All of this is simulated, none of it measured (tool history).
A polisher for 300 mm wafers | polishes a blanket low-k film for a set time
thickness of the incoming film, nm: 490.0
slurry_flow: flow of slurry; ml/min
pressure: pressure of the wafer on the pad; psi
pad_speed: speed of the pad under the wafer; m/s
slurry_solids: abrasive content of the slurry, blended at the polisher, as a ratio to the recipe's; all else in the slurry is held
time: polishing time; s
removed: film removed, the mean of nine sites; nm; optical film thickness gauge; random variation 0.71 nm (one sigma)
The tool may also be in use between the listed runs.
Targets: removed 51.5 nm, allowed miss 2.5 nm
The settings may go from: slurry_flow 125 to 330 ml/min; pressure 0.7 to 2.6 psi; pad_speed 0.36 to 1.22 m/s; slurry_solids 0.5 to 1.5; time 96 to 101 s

Run 1, day 0: slurry_flow 210 ml/min, pressure 1.6 psi, pad_speed 0.78 m/s, slurry_solids 1, time 96 s. Result: removed 25.657 nm.
Run 2, day 0.342: slurry_flow 210 ml/min, pressure 1.6 psi, pad_speed 0.78 m/s, slurry_solids 1, time 101 s. Result: removed 26.043 nm.
Run 3, day 0.538: slurry_flow 210 ml/min, pressure 1.6 psi, pad_speed 0.78 m/s, slurry_solids 1, time 101 s. Result: removed 26.513 nm.
Run 4, day 0.712: slurry_flow 210 ml/min, pressure 1.6 psi, pad_speed 0.78 m/s, slurry_solids 1, time 96 s. Result: removed 25.669 nm.
Run 5, day 1.071: slurry_flow 210 ml/min, pressure 1.7 psi, pad_speed 0.78 m/s, slurry_solids 1, time 96 s. Result: removed 27.389 nm.
Run 6, day 1.221: slurry_flow 260 ml/min, pressure 1.7 psi, pad_speed 0.78 m/s, slurry_solids 1, time 96 s. Result: removed 28.054 nm.
Run 7, day 1.475: slurry_flow 260 ml/min, pressure 1.8 psi, pad_speed 0.78 m/s, slurry_solids 1, time 96 s. Result: removed 29.454 nm.
Run 8, day 1.838: slurry_flow 260 ml/min, pressure 1.9 psi, pad_speed 0.78 m/s, slurry_solids 1, time 96 s. Result: removed 30.59 nm.
Run 9, day 2: slurry_flow 260 ml/min, pressure 2 psi, pad_speed 0.8 m/s, slurry_solids 1, time 96 s. Result: removed 33.769 nm.
Run 10, day 2.217: slurry_flow 260 ml/min, pressure 2.1 psi, pad_speed 0.8 m/s, slurry_solids 1, time 96 s. Result: removed 35.015 nm.
Run 11, day 2.354: slurry_flow 260 ml/min, pressure 2.2 psi, pad_speed 0.82 m/s, slurry_solids 1, time 96 s. Result: removed 37.051 nm.
Run 12, day 2.529: slurry_flow 260 ml/min, pressure 2.2 psi, pad_speed 0.84 m/s, slurry_solids 1, time 96 s. Result: removed 38.673 nm.
Run 13, day 2.625: slurry_flow 260 ml/min, pressure 2.4 psi, pad_speed 0.88 m/s, slurry_solids 1, time 96 s. Result: removed 42.354 nm.
Run 14, day 2.804: slurry_flow 270 ml/min, pressure 2.5 psi, pad_speed 0.94 m/s, slurry_solids 1, time 96 s. Result: removed 47.093 nm.

Which of these 5 next moves meets every target?
Run A, day 2.983: slurry_flow 295 ml/min, pressure 2.3 psi, pad_speed 0.92 m/s, slurry_solids 0.85, time 100 s. Result: removed ?.
Run B, day 2.983: slurry_flow 305 ml/min, pressure 2.4 psi, pad_speed 0.88 m/s, slurry_solids 1, time 98 s. Result: removed ?.
Run C, day 2.983: slurry_flow 315 ml/min, pressure 2.6 psi, pad_speed 0.96 m/s, slurry_solids 1, time 100 s. Result: removed ?.
Run D, day 2.983: slurry_flow 270 ml/min, pressure 2.4 psi, pad_speed 0.9 m/s, slurry_solids 0.95, time 96 s. Result: removed ?.
Run E, day 2.983: slurry_flow 255 ml/min, pressure 2.6 psi, pad_speed 0.94 m/s, slurry_solids 0.85, time 98 s. Result: removed ?.

move  removed
   A   39.457
   B   44.173
   C   52.418
   D   42.002
   E   43.724
A: further off than the last run
B: further off than the last run
C: meets every target
D: further off than the last run
E: further off than the last run
Move C is the one to make.
